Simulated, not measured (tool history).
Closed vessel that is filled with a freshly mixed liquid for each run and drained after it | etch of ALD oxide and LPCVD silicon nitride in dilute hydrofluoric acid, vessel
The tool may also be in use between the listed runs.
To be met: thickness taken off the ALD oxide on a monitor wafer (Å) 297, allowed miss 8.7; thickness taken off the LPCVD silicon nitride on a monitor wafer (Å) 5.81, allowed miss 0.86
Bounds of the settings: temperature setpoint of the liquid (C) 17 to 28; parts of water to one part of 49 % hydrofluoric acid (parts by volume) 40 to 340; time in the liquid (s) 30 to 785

run,hour,temperature setpoint of the liquid (C),parts of water to one part of 49 % hydrofluoric acid (parts by volume),time in the liquid (s),thickness taken off the ALD oxide on a monitor wafer (Å),thickness taken off the LPCVD silicon nitride on a monitor wafer (Å)
1,0,20,190,400,500.76,7.3418
2,9.1,20.5,210,405,459.86,7.645
3,10.9,20,225,410,418.92,6.541
4,18,20.5,240,410,395.67,6.658
5,22.4,22,240,410,417.18,7.212
6,29.1,21.5,255,415,388.25,6.5559
7,37.6,21.5,265,420,373,6.7068
8,39.2,21,275,425,353.06,6.378
9,40.2,20.5,280,430,341.53,5.9524
10,42.2,20.5,290,435,330.07,5.5043
11,43.3,21,300,435,323.96,5.6879
12,52.5,21,300,435,324.18,5.8014
13,58.7,21,305,435,316.64,5.5359
14,63.7,21.5,310,435,315.3,5.8383
15,65.4,21.5,315,435,307.52,5.791

Which of these 4 next moves meets every target?
A,67.1,21,315,465,?,?
B,67.1,22.5,340,445,?,?
C,67.1,21,335,490,?,?
D,67.1,21.5,315,445,?,?

move,thickness taken off the ALD oxide on a monitor wafer (Å),thickness taken off the LPCVD silicon nitride on a monitor wafer (Å)
A,323.37,5.937
B,295.48,5.7863
C,314.74,5.893
D,315.03,5.8618
A: further off than the last run
B: meets every target
C: further off than the last run
D: further off than the last run
The right move is B.
